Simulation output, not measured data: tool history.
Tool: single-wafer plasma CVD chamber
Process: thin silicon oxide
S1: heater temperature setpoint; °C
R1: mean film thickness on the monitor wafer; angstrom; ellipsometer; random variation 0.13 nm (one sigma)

run 1 day=0 | S1=420 chamber_pressure_(Pa)=106.4 RF_power_(kW)=0.225 deposition_time_(s)=13.6 | R1=200.49
run 2 day=0.342 | S1=420 chamber_pressure_(Pa)=88.8 RF_power_(kW)=0.225 deposition_time_(s)=13.6 | R1=166.73
run 3 day=0.596 | S1=420 chamber_pressure_(Pa)=96.1 RF_power_(kW)=0.225 deposition_time_(s)=13.6 | R1=182.46
run 4 day=0.896 | S1=420 chamber_pressure_(Pa)=100.4 RF_power_(kW)=0.225 deposition_time_(s)=13.6 | R1=189.56
run 5 day=1.154 | S1=420 chamber_pressure_(Pa)=100.4 RF_power_(kW)=0.225 deposition_time_(s)=14.1 | R1=196.69
run 6 day=1.275 | S1=420 chamber_pressure_(Pa)=113.9 RF_power_(kW)=0.225 deposition_time_(s)=14.1 | R1=223.72
run 7 day=1.388 | S1=420 chamber_pressure_(Pa)=115.5 RF_power_(kW)=0.225 deposition_time_(s)=14.1 | R1=225.68
run 8 day=1.667 | S1=420 chamber_pressure_(Pa)=117.1 RF_power_(kW)=0.225 deposition_time_(s)=14.1 | R1=227.99
run 9 day=1.896 | S1=420 chamber_pressure_(Pa)=118.5 RF_power_(kW)=0.225 deposition_time_(s)=14.1 | R1=230.97
run 10 day=1.917 | S1=420 chamber_pressure_(Pa)=119.7 RF_power_(kW)=0.225 deposition_time_(s)=14.1 | R1=232.29
run 11 day=2.171 | S1=420 chamber_pressure_(Pa)=120.9 RF_power_(kW)=0.225 deposition_time_(s)=14.1 | R1=235.05
run 12 day=2.492 | S1=420 chamber_pressure_(Pa)=122 RF_power_(kW)=0.225 deposition_time_(s)=14.1 | R1=234.9
run 13 day=2.654 | S1=420 chamber_pressure_(Pa)=123.1 RF_power_(kW)=0.225 deposition_time_(s)=14.1 | R1=237.45
run 14 day=2.917 | S1=420 chamber_pressure_(Pa)=124 RF_power_(kW)=0.225 deposition_time_(s)=14.1 | R1=238.94

The next listed run, before its measurement:
run 15 day=3.154 | S1=420 chamber_pressure_(Pa)=124.8 RF_power_(kW)=0.225 deposition_time_(s)=14.1 | R1=?

R1: 240.67 angstrom

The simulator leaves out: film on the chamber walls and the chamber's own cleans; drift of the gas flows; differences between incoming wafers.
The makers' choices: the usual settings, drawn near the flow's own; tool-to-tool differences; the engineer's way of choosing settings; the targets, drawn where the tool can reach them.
